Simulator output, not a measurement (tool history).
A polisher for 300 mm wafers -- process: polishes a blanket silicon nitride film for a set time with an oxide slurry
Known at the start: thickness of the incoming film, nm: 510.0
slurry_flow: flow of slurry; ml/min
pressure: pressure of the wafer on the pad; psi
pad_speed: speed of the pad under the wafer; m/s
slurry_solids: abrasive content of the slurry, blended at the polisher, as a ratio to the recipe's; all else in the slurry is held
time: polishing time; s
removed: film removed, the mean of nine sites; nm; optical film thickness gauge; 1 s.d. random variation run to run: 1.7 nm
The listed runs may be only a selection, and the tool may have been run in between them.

| run | hour | slurry_flow | pressure | pad_speed | slurry_solids | time | removed |
|---|---|---|---|---|---|---|---|
| 1 | 0.0 | 175 | 4.4 | 1.40 | 1.0 | 78 | 84.900 |
| 2 | 1.0 | 175 | 4.4 | 1.68 | 1.0 | 78 | 96.117 |
| 3 | 5.1 | 130 | 4.4 | 1.68 | 1.0 | 78 | 92.543 |
| 4 | 9.1 | 130 | 4.4 | 1.68 | 1.0 | 78 | 92.659 |
| 5 | 11.7 | 130 | 4.6 | 1.68 | 1.0 | 78 | 93.876 |
| 6 | 18.7 | 135 | 4.8 | 1.68 | 1.0 | 78 | 100.690 |
|  | 21.3 | head pressure recalibrated |
| 7 | 21.3 | 135 | 4.9 | 1.68 | 1.0 | 78 | 111.460 |
| 8 | 24.3 | 145 | 5.1 | 1.68 | 1.0 | 78 | 119.690 |

For run 9, what comes out?
| 9 | 27.5 | 150 | 5.2 | 1.68 | 1.0 | 78 | ? |

For run 9 the tool returned removed 116.010 nm.
